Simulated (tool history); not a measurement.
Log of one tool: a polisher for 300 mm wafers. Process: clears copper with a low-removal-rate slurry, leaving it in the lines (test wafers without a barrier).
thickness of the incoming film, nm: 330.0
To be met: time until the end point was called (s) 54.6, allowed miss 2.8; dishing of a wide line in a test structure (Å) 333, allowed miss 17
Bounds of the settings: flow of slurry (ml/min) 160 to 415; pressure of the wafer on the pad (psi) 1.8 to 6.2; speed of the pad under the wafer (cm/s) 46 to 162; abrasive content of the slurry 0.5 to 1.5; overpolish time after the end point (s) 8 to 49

| run | day | flow of slurry (ml/min) | pressure of the wafer on the pad (psi) | speed of the pad under the wafer (cm/s) | abrasive content of the slurry | overpolish time after the end point (s) | time until the end point was called (s) | dishing of a wide line in a test structure (Å) |
|---|---|---|---|---|---|---|---|---|
| 1 | 0 | 265 | 4 | 104 | 1 | 25 | 91.549 | 542.87 |
| 2 | 0.179 | 265 | 4 | 92 | 1 | 25 | 101.98 | 505.41 |
| 3 | 0.25 | 265 | 4 | 92 | 0.8 | 25 | 108.41 | 471.25 |
| 4 | 0.462 | 265 | 4 | 92 | 0.95 | 25 | 106.93 | 482.01 |
| 5 | 0.525 | 265 | 4 | 92 | 1.15 | 25 | 99.902 | 510.97 |
| 6 | 0.692 | 275 | 4.2 | 98 | 1.05 | 22 | 92.868 | 477.36 |
| 7 | 0.833 | 300 | 4.5 | 100 | 0.95 | 20 | 87.686 | 460.95 |
| 8 | 1.033 | 320 | 4.8 | 102 | 0.85 | 18 | 85.635 | 455.12 |
| 9 | 1.183 | 335 | 4.7 | 108 | 0.95 | 16 | 79.568 | 427.07 |
| 10 | 1.288 | 350 | 4.4 | 118 | 1.05 | 15 | 72.567 | 426.93 |
| 11 | 1.417 | 360 | 4.1 | 126 | 1.15 | 14 | 72.431 | 412.29 |
| 12 | 1.558 | 370 | 3.9 | 132 | 1.2 | 13 | 69.013 | 406.44 |
| 13 | 1.767 | 380 | 3.7 | 138 | 1.25 | 12 | 68.237 | 377.36 |
| 14 | 2.004 | 385 | 3.6 | 142 | 1.3 | 11 | 65.511 | 362.07 |
| 15 | 2.171 | 390 | 3.5 | 146 | 1.35 | 10 | 63.852 | 347.8 |
| 16 | 2.483 | 395 | 3.5 | 148 | 1.4 | 10 | 63.317 | 341.98 |
| 17 | 2.733 | 395 | 3.5 | 148 | 1.4 | 10 | 62.52 | 347.52 |
| 18 | 2.821 | 400 | 3.5 | 150 | 1.4 | 10 | 62.466 | 348.93 |
| 19 | 2.858 | 340 | 3.6 | 160 | 1.45 | 8 | 60.543 | 318.34 |
| 20 | 3.112 | 345 | 3.6 | 160 | 1.45 | 8 | 58.962 | 307.25 |

5 next moves are on the table. One of them brings every result within its allowed miss. Which?
| A | 3.367 | 395 | 3.4 | 154 | 1.45 | 9 | ? | ? |
| B | 3.367 | 395 | 2.9 | 162 | 1.45 | 8 | ? | ? |
| C | 3.367 | 295 | 4.1 | 142 | 1.35 | 8 | ? | ? |
| D | 3.367 | 340 | 3.2 | 152 | 1.5 | 8 | ? | ? |
| E | 3.367 | 360 | 4 | 158 | 1.5 | 8 | ? | ? |

| move | time until the end point was called (s) | dishing of a wide line in a test structure (Å) |
|---|---|---|
| A | 63.139 | 330.78 |
| B | 65.676 | 288.6 |
| C | 63.418 | 299.42 |
| D | 66.467 | 286.2 |
| E | 55.836 | 333.42 |
A: further off than the last run
B: further off than the last run
C: further off than the last run
D: further off than the last run
E: meets every target
The right move is E.
